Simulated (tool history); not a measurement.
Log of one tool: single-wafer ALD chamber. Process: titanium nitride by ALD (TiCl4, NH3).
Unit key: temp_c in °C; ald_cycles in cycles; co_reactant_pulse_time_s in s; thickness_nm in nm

run  hour  temp_c  ald_cycles  co_reactant_pulse_time_s  thickness_nm
  1     0     390          92                      1.77        2.0115
  2   3.9     400          92                      1.77        2.0271
  3   6.8     395          92                      1.77        1.9936
  4    15     395          92                      1.77        1.9972
  5  16.8     395          92                      1.97        2.0162
  6    22     395          92                      2.28        2.0562
  7  29.3     394          91                      2.18        2.0064
  8  35.2     393          91                       2.1        1.9918

The next listed run, before its measurement:
       36  -- thermocouple changed; heater temperature recalibrated
  9    36     392          91                      2.07             ?

{"run 9": {"thickness_nm": 2.0154}}

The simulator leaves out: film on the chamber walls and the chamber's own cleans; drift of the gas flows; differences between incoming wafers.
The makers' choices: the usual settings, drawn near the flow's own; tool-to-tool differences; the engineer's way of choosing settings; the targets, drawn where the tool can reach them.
